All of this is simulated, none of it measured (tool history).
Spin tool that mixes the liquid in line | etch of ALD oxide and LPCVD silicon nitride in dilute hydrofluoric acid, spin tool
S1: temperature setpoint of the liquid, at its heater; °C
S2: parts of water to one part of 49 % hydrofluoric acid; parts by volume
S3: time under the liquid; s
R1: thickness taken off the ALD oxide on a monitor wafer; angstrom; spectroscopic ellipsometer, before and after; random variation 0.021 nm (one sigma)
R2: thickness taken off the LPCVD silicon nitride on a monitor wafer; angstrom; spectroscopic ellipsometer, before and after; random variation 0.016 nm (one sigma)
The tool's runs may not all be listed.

{"run": 1, "day": 0.0, "S1": 22, "S2": 250, "S3": 125, "R1": 45.917, "R2": 2.3833}
{"run": 2, "day": 0.325, "S1": 22, "S2": 220, "S3": 125, "R1": 53.343, "R2": 2.6127}
{"run": 3, "day": 0.388, "S1": 21.5, "S2": 235, "S3": 125, "R1": 48.297, "R2": 2.5477}
{"run": 4, "day": 0.596, "S1": 19.5, "S2": 235, "S3": 125, "R1": 45.301, "R2": 2.2212}
{"run": 5, "day": 0.788, "S1": 19, "S2": 250, "S3": 125, "R1": 40.556, "R2": 2.303}
{"run": 6, "day": 0.821, "S1": 19, "S2": 330, "S3": 125, "R1": 28.832, "R2": 1.7384}
{"run": 7, "day": 0.921, "S1": 18.5, "S2": 330, "S3": 125, "R1": 28.214, "R2": 1.2673}
{"run": 8, "day": 0.946, "S1": 18, "S2": 335, "S3": 125, "R1": 26.898, "R2": 1.3584}

Predict the results of run 9:
{"day": 1.212, "done": "thermometer replaced"}
{"run": 9, "day": 1.212, "S1": 18, "S2": 335, "S3": 125, "R1": "?", "R2": "?"}

{"run 9": {"R1": 28.828, "R2": 1.3328}}

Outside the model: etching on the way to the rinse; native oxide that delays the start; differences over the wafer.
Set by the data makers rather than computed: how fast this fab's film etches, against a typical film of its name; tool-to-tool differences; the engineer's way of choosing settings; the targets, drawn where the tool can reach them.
